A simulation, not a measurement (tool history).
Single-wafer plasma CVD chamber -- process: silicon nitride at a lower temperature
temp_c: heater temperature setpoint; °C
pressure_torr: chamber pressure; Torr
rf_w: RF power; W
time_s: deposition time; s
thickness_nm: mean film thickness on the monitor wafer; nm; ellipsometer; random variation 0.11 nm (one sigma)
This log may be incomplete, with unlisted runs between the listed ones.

run,hour,temp_c,pressure_torr,rf_w,time_s,thickness_nm
1,0.0,370,1.35,310,17.0,17.650
2,4.0,370,1.49,335,17.0,19.542
3,10.6,370,1.60,345,17.0,20.263
4,11.9,361,1.60,345,17.0,20.379
5,17.5,361,1.38,345,17.0,19.566
6,22.1,361,1.54,345,17.0,20.222
7,30.0,361,1.62,355,17.0,20.905
8,37.4,361,1.68,360,17.0,21.431
9,45.5,361,1.68,360,17.0,21.456

Estimate the outcome of run 10 from the log above:
# hour 52.1: RF generator calibrated
10,52.1,361,1.73,365,17.0,?

thickness_nm: 23.454 nm
